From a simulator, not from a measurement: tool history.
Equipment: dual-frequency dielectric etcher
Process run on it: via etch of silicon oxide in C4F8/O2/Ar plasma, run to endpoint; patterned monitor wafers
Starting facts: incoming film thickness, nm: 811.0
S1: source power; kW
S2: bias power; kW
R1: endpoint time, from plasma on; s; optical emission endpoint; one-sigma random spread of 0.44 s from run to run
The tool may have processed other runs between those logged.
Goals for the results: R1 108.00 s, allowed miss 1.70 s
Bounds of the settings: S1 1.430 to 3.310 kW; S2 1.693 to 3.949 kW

| run | hour | S1 | S2 | R1 |
|---|---|---|---|---|
| 1 | 0.0 | 2.370 | 2.821 | 125.22 |
| 2 | 2.5 | 2.540 | 2.821 | 120.27 |
| 3 | 6.5 | 2.540 | 3.122 | 118.08 |
| 4 | 10.1 | 2.610 | 3.136 | 116.33 |
| 5 | 15.0 | 2.610 | 2.813 | 119.82 |
| 6 | 16.2 | 2.610 | 3.039 | 116.65 |
| 7 | 20.1 | 2.670 | 3.048 | 115.98 |
| 8 | 21.0 | 2.730 | 3.060 | 114.62 |
| 9 | 23.0 | 2.780 | 3.070 | 113.79 |
| 10 | 25.6 | 2.780 | 3.070 | 113.46 |
| 11 | 31.3 | 2.820 | 3.078 | 112.97 |
| 12 | 32.8 | 2.860 | 3.086 | 112.04 |

Pick the move, out of 5, that brings all results within their allowed miss; only one does.
| A | 34.3 | 3.310 | 3.202 | ? |
| B | 34.3 | 2.970 | 2.916 | ? |
| C | 34.3 | 3.310 | 3.131 | ? |
| D | 34.3 | 3.150 | 3.303 | ? |
| E | 34.3 | 3.110 | 3.059 | ? |

| move | R1 |
|---|---|
| A | 104.32 |
| B | 112.37 |
| C | 105.02 |
| D | 105.56 |
| E | 108.61 |
A: pushes the last run's worst result past its target
B: the biggest miss grows against the last run
C: pushes the last run's worst result past its target
D: pushes the last run's worst result past its target
E: hits every target within its allowed miss
The move that meets every target is E.
